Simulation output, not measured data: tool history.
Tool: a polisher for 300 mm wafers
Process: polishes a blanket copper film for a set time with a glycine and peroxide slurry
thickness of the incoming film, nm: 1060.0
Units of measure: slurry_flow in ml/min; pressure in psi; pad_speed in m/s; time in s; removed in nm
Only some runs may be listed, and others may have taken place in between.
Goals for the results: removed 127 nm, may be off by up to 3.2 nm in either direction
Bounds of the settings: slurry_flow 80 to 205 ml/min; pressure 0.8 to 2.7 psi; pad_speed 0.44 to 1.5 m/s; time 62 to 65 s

run,hour,slurry_flow,pressure,pad_speed,time,removed
1,0,135,1.7,0.96,62,209.26
2,8.9,135,1.7,1.14,62,242.42
3,12.7,135,1.7,1.14,62,242.35
4,14,130,1.6,1.12,62,226.46
5,16.9,125,1.5,1.1,62,210.67
6,18.8,110,1.5,1.1,62,206.67
7,25.6,110,1.4,1.08,62,194.66
8,32.1,110,1.3,1.06,62,182.02
9,38.9,110,1.2,1.04,62,168.42
10,43.6,105,1,1,62,147.39
11,46.6,100,0.9,0.98,62,133.27
12,53.5,95,0.9,0.98,62,131.37
13,56.1,90,0.9,0.98,62,130.84

Consider the 5 candidate settings below. Which is the only one whose results all fall within their allowed miss of target?
A,58.7,90,0.8,0.94,62,?
B,58.7,90,0.8,0.9,63,?
C,58.7,95,0.8,1.04,62,?
D,58.7,95,0.8,0.92,62,?
E,58.7,80,0.8,0.94,63,?

move,removed
A,118.69
B,117.74
C,127.26
D,118.68
E,117.37
A: the result that was furthest off in the last run now lies on the other side of its target
B: the result that was furthest off in the last run now lies on the other side of its target
C: all results land within tolerance of their targets
D: the result that was furthest off in the last run now lies on the other side of its target
E: the result that was furthest off in the last run now lies on the other side of its target
The move that meets every target is C.
